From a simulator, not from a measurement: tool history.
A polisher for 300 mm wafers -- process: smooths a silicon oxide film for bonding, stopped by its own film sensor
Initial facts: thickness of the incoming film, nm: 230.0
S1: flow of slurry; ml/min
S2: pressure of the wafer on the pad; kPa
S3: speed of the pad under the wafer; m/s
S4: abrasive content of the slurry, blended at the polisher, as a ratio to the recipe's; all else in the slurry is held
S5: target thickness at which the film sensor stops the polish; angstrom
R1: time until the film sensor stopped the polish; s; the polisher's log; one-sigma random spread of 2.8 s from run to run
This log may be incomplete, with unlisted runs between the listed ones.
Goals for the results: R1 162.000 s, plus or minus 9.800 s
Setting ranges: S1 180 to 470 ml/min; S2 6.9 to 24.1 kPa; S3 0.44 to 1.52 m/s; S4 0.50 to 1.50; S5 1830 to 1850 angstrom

run	hour	S1	S2	S3	S4	S5	R1
1	0.0	300	15.2	0.98	1.00	1850	71.116
2	7.0	230	15.2	0.98	1.00	1850	73.686
3	8.4	230	15.2	0.98	1.10	1850	68.750
4	16.2	230	13.8	0.92	1.10	1850	76.528
5	16.9	230	13.8	0.92	1.10	1830	80.545
6	25.1	230	13.8	0.92	1.30	1830	77.207
7	27.2	230	12.4	0.84	1.25	1830	85.867
8	33.1	225	11.7	0.78	1.20	1830	96.685
9	35.4	225	11.0	0.72	1.20	1830	106.830
10	41.6	225	10.3	0.68	1.20	1830	116.490
11	49.7	225	9.7	0.66	1.20	1830	123.220
12	53.0	225	9.0	0.64	1.20	1830	130.060
13	59.4	225	9.0	0.62	1.20	1830	135.080
14	65.7	225	9.0	0.60	1.20	1830	134.370
15	71.8	225	9.0	0.58	1.20	1830	141.220

4 candidate next runs follow, results not yet known. Just one meets every target within its allowed miss. Identify it.
A	77.9	220	13.1	0.58	1.35	1830	?
B	77.9	295	9.0	0.62	1.25	1840	?
C	77.9	225	7.6	0.58	1.05	1830	?
D	77.9	230	8.3	0.74	1.05	1830	?

move	R1
A	110.110
B	124.410
C	160.600
D	126.880
A: misses by more than the last run did
B: misses by more than the last run did
C: all results land within tolerance of their targets
D: misses by more than the last run did
Correct choice: C, which meets every target
